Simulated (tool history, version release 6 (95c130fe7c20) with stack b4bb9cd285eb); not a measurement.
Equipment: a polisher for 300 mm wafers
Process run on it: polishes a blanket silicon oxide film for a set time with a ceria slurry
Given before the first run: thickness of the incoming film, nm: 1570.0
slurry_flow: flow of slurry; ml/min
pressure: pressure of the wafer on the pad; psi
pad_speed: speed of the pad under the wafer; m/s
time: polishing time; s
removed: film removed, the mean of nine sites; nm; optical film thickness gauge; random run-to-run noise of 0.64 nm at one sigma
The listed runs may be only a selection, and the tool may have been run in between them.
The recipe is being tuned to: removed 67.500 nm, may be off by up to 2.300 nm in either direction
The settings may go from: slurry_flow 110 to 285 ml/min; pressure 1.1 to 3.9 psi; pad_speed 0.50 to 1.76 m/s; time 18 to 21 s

run 1 hour=0.0 | slurry_flow=180 pressure=2.5 pad_speed=1.12 time=21 | removed=86.371
run 2 hour=6.2 | slurry_flow=175 pressure=2.3 pad_speed=1.12 time=21 | removed=77.448
run 3 hour=15.2 | slurry_flow=175 pressure=2.3 pad_speed=1.34 time=21 | removed=93.473
run 4 hour=16.4 | slurry_flow=175 pressure=2.3 pad_speed=1.34 time=21 | removed=91.847
run 5 hour=17.4 | slurry_flow=170 pressure=2.1 pad_speed=1.34 time=21 | removed=83.720
run 6 hour=21.4 | slurry_flow=170 pressure=2.1 pad_speed=1.34 time=21 | removed=85.297
run 7 hour=29.9 | slurry_flow=165 pressure=2.0 pad_speed=1.34 time=21 | removed=79.380
run 8 hour=34.6 | slurry_flow=155 pressure=1.9 pad_speed=1.34 time=21 | removed=75.784
run 9 hour=36.4 | slurry_flow=150 pressure=1.8 pad_speed=1.34 time=21 | removed=71.017
run 10 hour=37.2 | slurry_flow=145 pressure=1.8 pad_speed=1.34 time=21 | removed=71.271
run 11 hour=38.1 | slurry_flow=140 pressure=1.8 pad_speed=1.34 time=21 | removed=70.687
run 12 hour=43.4 | slurry_flow=135 pressure=1.8 pad_speed=1.34 time=21 | removed=70.092

Which single option among these 4 for the next run brings every result within its allowed miss of target? Just one does.
run A hour=48.7 | slurry_flow=140 pressure=1.6 pad_speed=1.46 time=21 | removed=?
run B hour=48.7 | slurry_flow=145 pressure=1.8 pad_speed=1.38 time=21 | removed=?
run C hour=48.7 | slurry_flow=135 pressure=1.6 pad_speed=1.64 time=21 | removed=?
run D hour=48.7 | slurry_flow=135 pressure=1.9 pad_speed=1.32 time=21 | removed=?

move=A removed=68.131
move=B removed=72.678
move=C removed=75.765
move=D removed=72.249
A: all results land within tolerance of their targets
B: the biggest miss grows against the last run
C: the biggest miss grows against the last run
D: the biggest miss grows against the last run
A is the move that brings every result within its allowed miss.
